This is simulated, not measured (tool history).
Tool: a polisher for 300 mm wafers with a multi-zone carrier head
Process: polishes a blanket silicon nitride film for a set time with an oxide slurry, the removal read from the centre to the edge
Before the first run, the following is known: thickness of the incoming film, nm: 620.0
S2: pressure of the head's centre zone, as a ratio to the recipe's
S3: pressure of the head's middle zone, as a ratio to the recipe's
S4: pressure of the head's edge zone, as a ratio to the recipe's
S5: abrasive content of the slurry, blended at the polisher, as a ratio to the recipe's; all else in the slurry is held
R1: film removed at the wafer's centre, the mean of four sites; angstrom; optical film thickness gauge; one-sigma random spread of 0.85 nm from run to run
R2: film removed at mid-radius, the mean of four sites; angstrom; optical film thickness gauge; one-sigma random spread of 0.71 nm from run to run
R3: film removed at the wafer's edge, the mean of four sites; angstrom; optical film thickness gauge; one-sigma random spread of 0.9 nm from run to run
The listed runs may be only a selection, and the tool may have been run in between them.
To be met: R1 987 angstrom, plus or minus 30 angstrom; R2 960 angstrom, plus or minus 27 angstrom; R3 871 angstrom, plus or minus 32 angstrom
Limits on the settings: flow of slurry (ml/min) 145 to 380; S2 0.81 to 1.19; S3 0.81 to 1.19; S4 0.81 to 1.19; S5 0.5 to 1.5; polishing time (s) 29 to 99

{"run": 1, "hour": 0.0, "flow of slurry (ml/min)": 245, "S2": 1, "S3": 1, "S4": 1, "S5": 1, "polishing time (s)": 64, "R1": 594.78, "R2": 611.39, "R3": 597.85}
{"run": 2, "hour": 4.2, "flow of slurry (ml/min)": 260, "S2": 1.05, "S3": 1.05, "S4": 1.04, "S5": 1.15, "polishing time (s)": 65, "R1": 678.03, "R2": 679.36, "R3": 660.12}
{"run": 3, "hour": 10.7, "flow of slurry (ml/min)": 260, "S2": 1.05, "S3": 1.05, "S4": 0.98, "S5": 1.15, "polishing time (s)": 65, "R1": 672.55, "R2": 686.61, "R3": 634.63}
{"run": 4, "hour": 15.6, "flow of slurry (ml/min)": 270, "S2": 1.09, "S3": 1.09, "S4": 1.01, "S5": 1.25, "polishing time (s)": 67, "R1": 753.84, "R2": 749.48, "R3": 685.1}
{"run": 5, "hour": 19.5, "flow of slurry (ml/min)": 270, "S2": 1.09, "S3": 1.09, "S4": 1.01, "S5": 1.15, "polishing time (s)": 67, "R1": 734.71, "R2": 732.23, "R3": 664.12}
{"run": 6, "hour": 21.4, "flow of slurry (ml/min)": 270, "S2": 1.04, "S3": 1.09, "S4": 1.01, "S5": 1.15, "polishing time (s)": 67, "R1": 692.41, "R2": 729.56, "R3": 663.08}
{"run": 7, "hour": 27.2, "flow of slurry (ml/min)": 280, "S2": 1.08, "S3": 1.12, "S4": 1.04, "S5": 1.25, "polishing time (s)": 69, "R1": 772.29, "R2": 803.26, "R3": 736.01}
{"run": 8, "hour": 34.6, "flow of slurry (ml/min)": 295, "S2": 1.12, "S3": 1.14, "S4": 1.05, "S5": 1.35, "polishing time (s)": 70, "R1": 826.57, "R2": 857.38, "R3": 762.83}
{"run": 9, "hour": 39.9, "flow of slurry (ml/min)": 295, "S2": 1.14, "S3": 1.14, "S4": 1.06, "S5": 1.4, "polishing time (s)": 72, "R1": 901.83, "R2": 889.65, "R3": 794.21}
{"run": 10, "hour": 43.1, "flow of slurry (ml/min)": 300, "S2": 1.15, "S3": 1.15, "S4": 1.08, "S5": 1.45, "polishing time (s)": 73, "R1": 924.65, "R2": 915.46, "R3": 806.08}
{"run": 11, "hour": 49.3, "flow of slurry (ml/min)": 305, "S2": 1.15, "S3": 1.15, "S4": 1.1, "S5": 1.45, "polishing time (s)": 74, "R1": 932.44, "R2": 931.32, "R3": 835.31}

Of the 4 settings listed for the next run, only one would bring every result within its allowed miss of target. Which one?
{"run": "A", "hour": 55.5, "flow of slurry (ml/min)": 310, "S2": 1.07, "S3": 0.94, "S4": 1.19, "S5": 1.5, "polishing time (s)": 82, "R1": "?", "R2": "?", "R3": "?"}
{"run": "B", "hour": 55.5, "flow of slurry (ml/min)": 310, "S2": 1.14, "S3": 1.16, "S4": 1.14, "S5": 1.5, "polishing time (s)": 74, "R1": "?", "R2": "?", "R3": "?"}
{"run": "C", "hour": 55.5, "flow of slurry (ml/min)": 350, "S2": 1.15, "S3": 1.12, "S4": 1.09, "S5": 1.45, "polishing time (s)": 77, "R1": "?", "R2": "?", "R3": "?"}
{"run": "D", "hour": 55.5, "flow of slurry (ml/min)": 280, "S2": 1.14, "S3": 1.03, "S4": 1.04, "S5": 1.5, "polishing time (s)": 79, "R1": "?", "R2": "?", "R3": "?"}

move=A R1=965.66 R2=872.21 R3=988.92
move=B R1=927.86 R2=940.85 R3=871.33
move=C R1=974.39 R2=949.79 R3=885.46
move=D R1=978.02 R2=897.75 R3=885
A: brings the last run's worst result on target, with another outside its allowed miss
B: the biggest miss grows against the last run
C: meets every target
D: brings the last run's worst result on target, with another outside its allowed miss
The move that meets every target is C.
